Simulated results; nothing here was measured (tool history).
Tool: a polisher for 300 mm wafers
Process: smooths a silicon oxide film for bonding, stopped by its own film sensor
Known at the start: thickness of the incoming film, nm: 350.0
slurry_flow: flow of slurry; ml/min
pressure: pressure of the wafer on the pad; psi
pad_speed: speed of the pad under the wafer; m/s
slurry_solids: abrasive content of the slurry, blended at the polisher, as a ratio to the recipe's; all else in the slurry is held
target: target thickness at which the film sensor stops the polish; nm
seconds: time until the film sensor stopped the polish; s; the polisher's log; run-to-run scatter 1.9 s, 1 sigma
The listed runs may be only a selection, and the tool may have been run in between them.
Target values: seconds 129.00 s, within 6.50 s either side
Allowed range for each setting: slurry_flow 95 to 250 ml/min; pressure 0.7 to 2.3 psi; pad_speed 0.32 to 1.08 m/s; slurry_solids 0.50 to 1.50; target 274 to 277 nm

{"run": 1, "hour": 0.0, "slurry_flow": 160, "pressure": 1.5, "pad_speed": 0.7, "slurry_solids": 1.0, "target": 277, "seconds": 214.94}
{"run": 2, "hour": 4.5, "slurry_flow": 160, "pressure": 1.7, "pad_speed": 0.7, "slurry_solids": 1.0, "target": 277, "seconds": 194.76}
{"run": 3, "hour": 5.6, "slurry_flow": 160, "pressure": 1.8, "pad_speed": 0.72, "slurry_solids": 1.0, "target": 277, "seconds": 182.8}
{"run": 4, "hour": 8.2, "slurry_flow": 160, "pressure": 1.8, "pad_speed": 0.72, "slurry_solids": 1.0, "target": 274, "seconds": 184.19}
{"run": 5, "hour": 13.0, "slurry_flow": 160, "pressure": 1.8, "pad_speed": 0.88, "slurry_solids": 1.0, "target": 274, "seconds": 164.77}
{"run": 6, "hour": 16.8, "slurry_flow": 185, "pressure": 1.8, "pad_speed": 0.88, "slurry_solids": 1.0, "target": 274, "seconds": 153.95}
{"run": 7, "hour": 20.6, "slurry_flow": 195, "pressure": 1.8, "pad_speed": 0.88, "slurry_solids": 1.0, "target": 274, "seconds": 154.95}
{"run": 8, "hour": 22.7, "slurry_flow": 195, "pressure": 1.9, "pad_speed": 0.88, "slurry_solids": 1.0, "target": 274, "seconds": 151.12}
{"run": 9, "hour": 26.8, "slurry_flow": 195, "pressure": 2.0, "pad_speed": 0.88, "slurry_solids": 1.0, "target": 274, "seconds": 142.92}
{"run": 10, "hour": 32.6, "slurry_flow": 195, "pressure": 2.1, "pad_speed": 0.88, "slurry_solids": 1.0, "target": 274, "seconds": 137.96}

5 candidate next runs follow, results not yet known. Just one meets every target within its allowed miss. Identify it.
{"run": "A", "hour": 38.4, "slurry_flow": 200, "pressure": 2.3, "pad_speed": 0.76, "slurry_solids": 0.95, "target": 276, "seconds": "?"}
{"run": "B", "hour": 38.4, "slurry_flow": 185, "pressure": 2.2, "pad_speed": 0.84, "slurry_solids": 1.25, "target": 277, "seconds": "?"}
{"run": "C", "hour": 38.4, "slurry_flow": 220, "pressure": 2.3, "pad_speed": 0.88, "slurry_solids": 0.85, "target": 277, "seconds": "?"}
{"run": "D", "hour": 38.4, "slurry_flow": 185, "pressure": 1.8, "pad_speed": 0.9, "slurry_solids": 1.1, "target": 276, "seconds": "?"}
{"run": "E", "hour": 38.4, "slurry_flow": 140, "pressure": 2.3, "pad_speed": 0.92, "slurry_solids": 1.25, "target": 277, "seconds": "?"}

move=A seconds=142.00
move=B seconds=119.33
move=C seconds=132.16
move=D seconds=144.78
move=E seconds=111.84
A: the biggest miss grows against the last run
B: carries the result that was furthest off beyond its target, to the other side
C: every result within its allowed miss
D: the biggest miss grows against the last run
E: carries the result that was furthest off beyond its target, to the other side
The right move is C.

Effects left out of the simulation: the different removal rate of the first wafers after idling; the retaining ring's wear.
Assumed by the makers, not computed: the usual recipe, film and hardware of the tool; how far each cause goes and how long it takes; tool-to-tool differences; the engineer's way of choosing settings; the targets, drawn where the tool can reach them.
